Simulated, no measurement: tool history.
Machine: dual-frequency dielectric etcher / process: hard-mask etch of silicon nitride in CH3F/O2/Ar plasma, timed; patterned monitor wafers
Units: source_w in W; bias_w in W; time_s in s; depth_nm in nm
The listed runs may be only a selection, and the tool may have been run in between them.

| run | day | source_w | bias_w | time_s | depth_nm |
|---|---|---|---|---|---|
| 1 | 0.000 | 290 | 56 | 108.5 | 60.658 |
| 2 | 0.029 | 290 | 48 | 108.5 | 59.326 |
| 3 | 0.312 | 290 | 48 | 108.5 | 59.354 |
| 4 | 0.475 | 280 | 48 | 108.0 | 57.716 |
| 5 | 0.500 | 280 | 53 | 108.0 | 59.192 |
| 6 | 0.575 | 310 | 53 | 108.0 | 62.223 |
| 7 | 0.738 | 300 | 52 | 108.0 | 60.775 |
| 8 | 0.983 | 290 | 52 | 108.0 | 59.817 |

For run 9, what comes out?
| 9 | 1.304 | 280 | 52 | 108.0 | ? |

Run 9 yielded depth_nm 59.374 nm.

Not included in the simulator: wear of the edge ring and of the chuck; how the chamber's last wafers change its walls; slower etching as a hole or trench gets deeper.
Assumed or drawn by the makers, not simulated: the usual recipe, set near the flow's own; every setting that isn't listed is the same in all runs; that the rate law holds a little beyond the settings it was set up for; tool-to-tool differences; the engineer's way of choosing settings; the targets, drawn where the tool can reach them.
